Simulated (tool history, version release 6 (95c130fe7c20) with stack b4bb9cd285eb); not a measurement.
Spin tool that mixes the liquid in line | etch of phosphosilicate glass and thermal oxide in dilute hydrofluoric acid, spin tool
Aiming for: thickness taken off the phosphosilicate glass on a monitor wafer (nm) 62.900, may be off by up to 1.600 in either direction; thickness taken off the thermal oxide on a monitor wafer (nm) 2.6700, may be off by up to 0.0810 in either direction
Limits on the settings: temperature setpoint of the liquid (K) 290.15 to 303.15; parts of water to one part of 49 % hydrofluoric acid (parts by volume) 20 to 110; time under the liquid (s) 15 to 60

run,hour,temperature setpoint of the liquid (K),parts of water to one part of 49 % hydrofluoric acid (parts by volume),time under the liquid (s),thickness taken off the phosphosilicate glass on a monitor wafer (nm),thickness taken off the thermal oxide on a monitor wafer (nm)
1,0.0,295.15,60,30,52.657,2.2287
2,2.6,295.15,60,20,35.105,1.4657
3,8.1,297.15,55,20,41.382,1.7295
4,10.4,297.15,75,20,29.219,1.2534
5,13.5,297.15,90,20,24.137,1.0292
6,15.6,298.65,80,20,29.491,1.2540
7,18.3,299.65,70,20,34.773,1.5174
8,26.1,299.65,60,20,41.574,1.7632
9,33.0,300.65,55,20,47.701,2.0286
10,34.4,301.15,50,20,53.838,2.2915
11,42.2,301.15,50,20,54.210,2.3088
12,43.6,301.65,50,20,54.842,2.3429
13,51.1,302.15,50,20,55.834,2.3654

Which of these 4 next moves meets every target?
A,58.6,303.15,110,55,?,?
B,58.6,303.15,55,25,?,?
C,58.6,301.15,50,25,?,?
D,58.6,302.65,35,15,?,?

move,thickness taken off the phosphosilicate glass on a monitor wafer (nm),thickness taken off the thermal oxide on a monitor wafer (nm)
A,67.209,2.8187
B,66.194,2.7761
C,67.792,2.8432
D,63.103,2.6465
A: carries the result that was furthest off beyond its target, to the other side
B: carries the result that was furthest off beyond its target, to the other side
C: carries the result that was furthest off beyond its target, to the other side
D: hits every target within its allowed miss
Answer: D

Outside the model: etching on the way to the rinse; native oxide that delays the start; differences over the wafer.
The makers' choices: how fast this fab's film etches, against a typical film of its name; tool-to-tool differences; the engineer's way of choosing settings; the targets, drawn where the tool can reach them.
